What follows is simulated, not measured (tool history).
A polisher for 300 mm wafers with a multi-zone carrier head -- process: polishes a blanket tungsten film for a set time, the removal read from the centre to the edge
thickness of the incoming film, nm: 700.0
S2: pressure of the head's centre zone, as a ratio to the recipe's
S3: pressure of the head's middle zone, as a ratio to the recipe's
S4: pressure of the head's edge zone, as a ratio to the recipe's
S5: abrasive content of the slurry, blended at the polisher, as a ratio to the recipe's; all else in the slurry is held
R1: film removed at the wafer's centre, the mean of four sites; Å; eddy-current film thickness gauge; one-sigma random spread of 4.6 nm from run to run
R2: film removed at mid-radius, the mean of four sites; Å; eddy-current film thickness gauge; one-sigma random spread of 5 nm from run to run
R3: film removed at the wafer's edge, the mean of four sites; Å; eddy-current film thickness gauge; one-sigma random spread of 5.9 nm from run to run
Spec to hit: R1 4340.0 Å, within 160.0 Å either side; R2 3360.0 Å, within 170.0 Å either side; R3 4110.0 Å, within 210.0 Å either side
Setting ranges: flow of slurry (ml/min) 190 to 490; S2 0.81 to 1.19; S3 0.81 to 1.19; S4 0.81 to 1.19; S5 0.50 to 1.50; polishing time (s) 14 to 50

{"run": 1, "day": 0.0, "flow of slurry (ml/min)": 315, "S2": 1.0, "S3": 1.0, "S4": 1.0, "S5": 1.0, "polishing time (s)": 32, "R1": 2513.4, "R2": 2486.6, "R3": 2567.8}
{"run": 2, "day": 0.358, "flow of slurry (ml/min)": 315, "S2": 1.0, "S3": 1.0, "S4": 1.0, "S5": 1.0, "polishing time (s)": 29, "R1": 2247.2, "R2": 2247.8, "R3": 2284.1}
{"run": 3, "day": 0.696, "flow of slurry (ml/min)": 315, "S2": 1.02, "S3": 0.99, "S4": 1.02, "S5": 1.05, "polishing time (s)": 31, "R1": 2491.2, "R2": 2399.6, "R3": 2506.4}
{"run": 4, "day": 0.883, "flow of slurry (ml/min)": 315, "S2": 1.06, "S3": 0.99, "S4": 1.02, "S5": 1.05, "polishing time (s)": 31, "R1": 2603.2, "R2": 2475.5, "R3": 2494.8}
{"run": 5, "day": 0.988, "flow of slurry (ml/min)": 315, "S2": 1.06, "S3": 0.99, "S4": 1.02, "S5": 1.05, "polishing time (s)": 24, "R1": 1974.5, "R2": 1851.2, "R3": 1960.6}
{"run": 6, "day": 1.304, "flow of slurry (ml/min)": 315, "S2": 1.06, "S3": 0.99, "S4": 1.02, "S5": 1.05, "polishing time (s)": 16, "R1": 1343.1, "R2": 1219.5, "R3": 1319.1}
{"run": 7, "day": 1.517, "flow of slurry (ml/min)": 315, "S2": 1.08, "S3": 0.97, "S4": 1.04, "S5": 1.1, "polishing time (s)": 19, "R1": 1611.0, "R2": 1469.0, "R3": 1599.9}
{"run": 8, "day": 1.646, "flow of slurry (ml/min)": 320, "S2": 1.1, "S3": 0.95, "S4": 1.05, "S5": 1.1, "polishing time (s)": 22, "R1": 1927.4, "R2": 1681.7, "R3": 1870.1}
{"run": 9, "day": 1.821, "flow of slurry (ml/min)": 325, "S2": 1.11, "S3": 0.94, "S4": 1.06, "S5": 1.15, "polishing time (s)": 24, "R1": 2166.0, "R2": 1849.4, "R3": 2050.8}
{"run": 10, "day": 2.029, "flow of slurry (ml/min)": 325, "S2": 1.11, "S3": 0.93, "S4": 1.08, "S5": 1.2, "polishing time (s)": 26, "R1": 2399.6, "R2": 2005.2, "R3": 2359.7}
{"run": 11, "day": 2.267, "flow of slurry (ml/min)": 325, "S2": 1.11, "S3": 0.93, "S4": 1.08, "S5": 1.2, "polishing time (s)": 26, "R1": 2415.5, "R2": 1998.6, "R3": 2238.8}
{"run": 12, "day": 2.575, "flow of slurry (ml/min)": 325, "S2": 1.1, "S3": 0.92, "S4": 1.09, "S5": 1.25, "polishing time (s)": 28, "R1": 2628.0, "R2": 2223.7, "R3": 2535.1}

Below are 5 possible settings for the next run. Only one of them brings all results inside the allowed miss of their targets. Which is it?
{"run": "A", "day": 2.883, "flow of slurry (ml/min)": 375, "S2": 1.14, "S3": 0.95, "S4": 1.07, "S5": 1.5, "polishing time (s)": 39, "R1": "?", "R2": "?", "R3": "?"}
{"run": "B", "day": 2.883, "flow of slurry (ml/min)": 295, "S2": 1.13, "S3": 0.86, "S4": 1.1, "S5": 1.5, "polishing time (s)": 43, "R1": "?", "R2": "?", "R3": "?"}
{"run": "C", "day": 2.883, "flow of slurry (ml/min)": 410, "S2": 0.86, "S3": 1.19, "S4": 0.83, "S5": 1.05, "polishing time (s)": 17, "R1": "?", "R2": "?", "R3": "?"}
{"run": "D", "day": 2.883, "flow of slurry (ml/min)": 335, "S2": 1.06, "S3": 0.88, "S4": 1.15, "S5": 1.25, "polishing time (s)": 44, "R1": "?", "R2": "?", "R3": "?"}
{"run": "E", "day": 2.883, "flow of slurry (ml/min)": 265, "S2": 0.99, "S3": 0.81, "S4": 1.19, "S5": 1.25, "polishing time (s)": 49, "R1": "?", "R2": "?", "R3": "?"}

move=A R1=4061.1 R2=3338.3 R3=3727.7
move=B R1=4337.4 R2=3325.9 R3=4108.0
move=C R1=1193.9 R2=1574.0 R3=1283.2
move=D R1=3971.2 R2=3305.2 R3=4086.3
move=E R1=4028.1 R2=3370.3 R3=4560.1
A: an improvement on the last run, though not all results are within tolerance
B: meets every target
C: the biggest miss grows against the last run
D: an improvement on the last run, though not all results are within tolerance
E: an improvement on the last run, though not all results are within tolerance
The right move is B.
